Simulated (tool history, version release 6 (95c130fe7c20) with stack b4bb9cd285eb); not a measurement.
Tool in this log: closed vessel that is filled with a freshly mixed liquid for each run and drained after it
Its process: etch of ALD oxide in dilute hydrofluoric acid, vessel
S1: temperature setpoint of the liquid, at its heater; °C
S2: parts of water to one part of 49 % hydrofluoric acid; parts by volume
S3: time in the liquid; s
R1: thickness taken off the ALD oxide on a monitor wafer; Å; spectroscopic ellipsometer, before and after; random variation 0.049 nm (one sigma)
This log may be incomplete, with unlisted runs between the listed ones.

run  hour    S1   S2   S3       R1
  1   0.0  20.0  220  245   98.360
  2   8.1  20.0  220  260  104.090
  3  16.7  20.0  220  245   98.362
  4  23.7  20.0  295  245   67.711
  5  32.6  21.5  295  245   71.895
  6  40.0  21.5  330  245   62.792
  7  45.8  23.5  310  245   72.139
  8  53.5  25.0  290  245   82.742

Forecast run 9:
  9  56.2  26.0  275  245   ?

R1: 92.480 Å

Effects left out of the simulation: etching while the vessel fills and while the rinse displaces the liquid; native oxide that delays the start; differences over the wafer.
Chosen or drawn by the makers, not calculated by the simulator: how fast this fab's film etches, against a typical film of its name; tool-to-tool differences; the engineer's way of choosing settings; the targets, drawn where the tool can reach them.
